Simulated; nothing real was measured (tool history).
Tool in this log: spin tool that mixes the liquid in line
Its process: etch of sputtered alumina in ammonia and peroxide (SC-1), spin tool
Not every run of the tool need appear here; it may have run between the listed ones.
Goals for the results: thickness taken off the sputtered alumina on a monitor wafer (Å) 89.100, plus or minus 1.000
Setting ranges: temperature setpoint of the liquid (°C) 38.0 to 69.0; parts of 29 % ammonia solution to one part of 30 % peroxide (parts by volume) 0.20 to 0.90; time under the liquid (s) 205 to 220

run	hour	temperature setpoint of the liquid (°C)	parts of 29 % ammonia solution to one part of 30 % peroxide (parts by volume)	time under the liquid (s)	thickness taken off the sputtered alumina on a monitor wafer (Å)
1	0.0	53.0	0.50	205	151.290
2	7.6	50.5	0.50	205	131.960
3	14.9	44.5	0.50	205	94.521
4	19.5	44.5	0.50	205	94.086
5	20.4	38.5	0.50	205	66.484
6	24.0	40.0	0.50	205	72.649
7	26.9	41.0	0.50	205	76.962
8	29.6	41.5	0.50	205	79.359
9	35.3	44.0	0.50	205	91.676

Exercise: of the 4 proposed moves below, exactly one satisfies all targets within the stated allowed misses. Which move is it?
A	41.0	43.0	0.40	220	?
B	41.0	42.0	0.75	220	?
C	41.0	43.5	0.50	205	?
D	41.0	43.5	0.50	210	?

move	thickness taken off the sputtered alumina on a monitor wafer (Å)
A	91.014
B	91.187
C	89.163
D	91.338
A: nearer the targets than the last run, but a result is still out of spec
B: nearer the targets than the last run, but a result is still out of spec
C: meets every target
D: nearer the targets than the last run, but a result is still out of spec
The move that meets every target is C.
